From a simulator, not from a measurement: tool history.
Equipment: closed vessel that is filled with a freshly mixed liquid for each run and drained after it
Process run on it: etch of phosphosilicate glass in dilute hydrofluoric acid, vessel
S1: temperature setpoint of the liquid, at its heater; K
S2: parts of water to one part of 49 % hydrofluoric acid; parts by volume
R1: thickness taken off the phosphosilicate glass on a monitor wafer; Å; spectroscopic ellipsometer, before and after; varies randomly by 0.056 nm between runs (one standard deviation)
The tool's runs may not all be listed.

Run 1, day 0.000: S1 299.15 K, S2 265 parts by volume, time in the liquid (s) 85. Result: R1 180.86 Å.
Run 2, day 0.354: S1 299.15 K, S2 265 parts by volume, time in the liquid (s) 85. Result: R1 182.46 Å.
Run 3, day 0.617: S1 299.15 K, S2 265 parts by volume, time in the liquid (s) 95. Result: R1 203.27 Å.
Run 4, day 0.958: S1 299.15 K, S2 265 parts by volume, time in the liquid (s) 95. Result: R1 202.48 Å.
Run 5, day 1.221: S1 297.65 K, S2 275 parts by volume, time in the liquid (s) 95. Result: R1 182.97 Å.
Run 6, day 1.558: S1 297.65 K, S2 320 parts by volume, time in the liquid (s) 95. Result: R1 150.60 Å.

The next listed run, before its measurement:
Run 7, day 1.908: S1 296.15 K, S2 320 parts by volume, time in the liquid (s) 95. Result: R1 ?.

{"run 7": {"R1": 143.48}}

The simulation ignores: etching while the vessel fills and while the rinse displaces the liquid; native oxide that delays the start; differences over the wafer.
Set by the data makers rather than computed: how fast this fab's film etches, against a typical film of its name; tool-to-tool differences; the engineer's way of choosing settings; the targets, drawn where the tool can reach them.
